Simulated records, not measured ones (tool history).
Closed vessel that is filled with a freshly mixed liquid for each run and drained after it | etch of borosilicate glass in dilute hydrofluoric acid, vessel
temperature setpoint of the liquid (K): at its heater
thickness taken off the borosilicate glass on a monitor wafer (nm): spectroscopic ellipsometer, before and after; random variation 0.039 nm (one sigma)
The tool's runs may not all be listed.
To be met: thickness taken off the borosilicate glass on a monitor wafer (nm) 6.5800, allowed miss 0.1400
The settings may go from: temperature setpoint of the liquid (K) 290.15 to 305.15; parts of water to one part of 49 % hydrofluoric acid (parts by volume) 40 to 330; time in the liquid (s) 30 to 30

run,hour,temperature setpoint of the liquid (K),parts of water to one part of 49 % hydrofluoric acid (parts by volume),time in the liquid (s),thickness taken off the borosilicate glass on a monitor wafer (nm)
1,0.0,297.15,185,30,3.2431
2,7.3,299.15,170,30,3.8602
3,15.5,300.65,160,30,4.3909
4,21.1,301.65,150,30,4.9191
5,30.3,302.65,145,30,5.3170
6,37.3,303.15,140,30,5.6280
7,46.1,303.65,135,30,6.0105
8,51.4,304.15,135,30,6.0886

Which of these 5 next moves meets every target?
A,56.7,299.65,110,30,?
B,56.7,303.65,130,30,?
C,56.7,305.15,125,30,?
D,56.7,305.15,135,30,?
E,56.7,303.65,120,30,?

move,thickness taken off the borosilicate glass on a monitor wafer (nm)
A,6.5874
B,6.3042
C,6.9703
D,6.3635
E,6.9240
A: meets every target
B: nearer than the last run, and not there yet
C: takes the result that was furthest off past its target
D: nearer than the last run, and not there yet
E: takes the result that was furthest off past its target
Move A is the one to make.
